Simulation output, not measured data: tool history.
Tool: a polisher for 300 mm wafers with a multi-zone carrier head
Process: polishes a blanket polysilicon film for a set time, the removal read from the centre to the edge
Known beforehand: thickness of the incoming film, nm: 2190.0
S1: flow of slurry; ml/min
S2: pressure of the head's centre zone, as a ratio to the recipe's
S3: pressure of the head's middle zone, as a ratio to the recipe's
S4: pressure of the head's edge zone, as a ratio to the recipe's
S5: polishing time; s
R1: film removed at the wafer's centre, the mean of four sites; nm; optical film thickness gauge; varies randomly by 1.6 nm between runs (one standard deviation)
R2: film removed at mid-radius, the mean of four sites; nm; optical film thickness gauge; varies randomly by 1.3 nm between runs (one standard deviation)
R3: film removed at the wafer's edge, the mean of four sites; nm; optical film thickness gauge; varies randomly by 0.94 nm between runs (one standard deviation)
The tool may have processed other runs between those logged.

Run 1, hour 0.0: S1 240 ml/min, S2 1.00, S3 1.00, S4 1.00, S5 32 s. Result: R1 183.56 nm, R2 183.59 nm, R3 183.55 nm.
Run 2, hour 3.2: S1 240 ml/min, S2 1.00, S3 1.00, S4 0.95, S5 32 s. Result: R1 183.88 nm, R2 184.79 nm, R3 180.65 nm.
Run 3, hour 10.7: S1 240 ml/min, S2 1.00, S3 1.00, S4 0.94, S5 30 s. Result: R1 169.38 nm, R2 171.45 nm, R3 166.75 nm.
Run 4, hour 17.4: S1 210 ml/min, S2 1.00, S3 1.00, S4 0.94, S5 30 s. Result: R1 167.51 nm, R2 169.60 nm, R3 165.69 nm.
Run 5, hour 20.3: S1 210 ml/min, S2 1.00, S3 1.04, S4 0.94, S5 30 s. Result: R1 167.27 nm, R2 174.99 nm, R3 168.54 nm.
Run 6, hour 21.1: S1 210 ml/min, S2 1.00, S3 1.04, S4 1.00, S5 30 s. Result: R1 170.51 nm, R2 176.01 nm, R3 171.12 nm.
Run 7, hour 29.0: S1 215 ml/min, S2 1.00, S3 1.04, S4 0.99, S5 29 s. Result: R1 161.49 nm, R2 171.86 nm, R3 162.38 nm.
Run 8, hour 36.9: S1 220 ml/min, S2 1.00, S3 1.03, S4 0.99, S5 28 s. Result: R1 158.43 nm, R2 162.90 nm, R3 159.97 nm.
Run 9, hour 41.5: S1 220 ml/min, S2 1.00, S3 1.03, S4 0.97, S5 27 s. Result: R1 153.72 nm, R2 158.28 nm, R3 153.89 nm.
Run 10, hour 44.5: S1 220 ml/min, S2 1.00, S3 1.03, S4 0.96, S5 26 s. Result: R1 145.71 nm, R2 150.81 nm, R3 144.38 nm.
Run 11, hour 53.1: S1 220 ml/min, S2 1.00, S3 1.03, S4 0.95, S5 25 s. Result: R1 142.26 nm, R2 144.21 nm, R3 142.03 nm.
Run 12, hour 62.1: S1 220 ml/min, S2 1.00, S3 1.04, S4 0.94, S5 24 s. Result: R1 135.36 nm, R2 141.71 nm, R3 132.71 nm.
Run 13, hour 65.2: S1 220 ml/min, S2 1.00, S3 1.04, S4 0.93, S5 24 s. Result: R1 134.85 nm, R2 141.67 nm, R3 132.74 nm.
Run 14, hour 67.6: S1 200 ml/min, S2 0.96, S3 1.00, S4 0.84, S5 21 s. Result: R1 111.03 nm, R2 117.85 nm, R3 110.46 nm.
Run 15, hour 69.9: S1 205 ml/min, S2 0.96, S3 1.00, S4 0.85, S5 21 s. Result: R1 112.44 nm, R2 118.75 nm, R3 110.29 nm.
Run 16, hour 75.8: S1 210 ml/min, S2 0.96, S3 1.00, S4 0.86, S5 21 s. Result: R1 115.86 nm, R2 115.88 nm, R3 111.65 nm.
Run 17, hour 78.3: S1 210 ml/min, S2 0.96, S3 1.01, S4 0.87, S5 21 s. Result: R1 111.80 nm, R2 120.92 nm, R3 112.53 nm.
Run 18, hour 85.6: S1 215 ml/min, S2 0.96, S3 1.01, S4 0.88, S5 21 s. Result: R1 112.11 nm, R2 119.55 nm, R3 113.47 nm.

The next listed run, before its measurement:
Run 19, hour 87.4: S1 245 ml/min, S2 0.99, S3 1.05, S4 0.91, S5 22 s. Result: R1 ?, R2 ?, R3 ?.

{"run 19": {"R1": 123.04, "R2": 132.23, "R3": 122.38}}
